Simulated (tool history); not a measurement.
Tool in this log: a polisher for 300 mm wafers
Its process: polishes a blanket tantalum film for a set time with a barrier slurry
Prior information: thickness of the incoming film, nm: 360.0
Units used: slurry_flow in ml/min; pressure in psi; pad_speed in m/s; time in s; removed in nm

Run 1, hour 0: slurry_flow 180 ml/min, pressure 1.6 psi, pad_speed 1.2 m/s, slurry_solids 1, time 34 s. Result: removed 47.683 nm.
Run 2, hour 0.6: slurry_flow 180 ml/min, pressure 1.6 psi, pad_speed 1.2 m/s, slurry_solids 1.15, time 34 s. Result: removed 49.046 nm.
Run 3, hour 5.6: slurry_flow 180 ml/min, pressure 1.6 psi, pad_speed 1.2 m/s, slurry_solids 1.15, time 34 s. Result: removed 51.267 nm.
Run 4, hour 8.5: slurry_flow 180 ml/min, pressure 1.6 psi, pad_speed 1.2 m/s, slurry_solids 1.35, time 34 s. Result: removed 52.224 nm.
Run 5, hour 12.3: slurry_flow 180 ml/min, pressure 1.8 psi, pad_speed 1.2 m/s, slurry_solids 1.35, time 34 s. Result: removed 58.059 nm.
Run 6, hour 20.6: slurry_flow 180 ml/min, pressure 1.8 psi, pad_speed 1.02 m/s, slurry_solids 1.35, time 34 s. Result: removed 50.622 nm.
Run 7, hour 24.5: slurry_flow 180 ml/min, pressure 1.9 psi, pad_speed 1.06 m/s, slurry_solids 1.35, time 34 s. Result: removed 55.712 nm.
Run 8, hour 27.7: slurry_flow 180 ml/min, pressure 1.9 psi, pad_speed 1.06 m/s, slurry_solids 1.35, time 34 s. Result: removed 53.916 nm.
Run 9, hour 29.7: slurry_flow 180 ml/min, pressure 2 psi, pad_speed 1.1 m/s, slurry_solids 1.35, time 34 s. Result: removed 60.143 nm.

Run 10 comes next. What will it give?
Run 10, hour 34.2: slurry_flow 180 ml/min, pressure 2.1 psi, pad_speed 1.12 m/s, slurry_solids 1.35, time 34 s. Result: removed ?.

For run 10 the tool returned removed 64.084 nm.
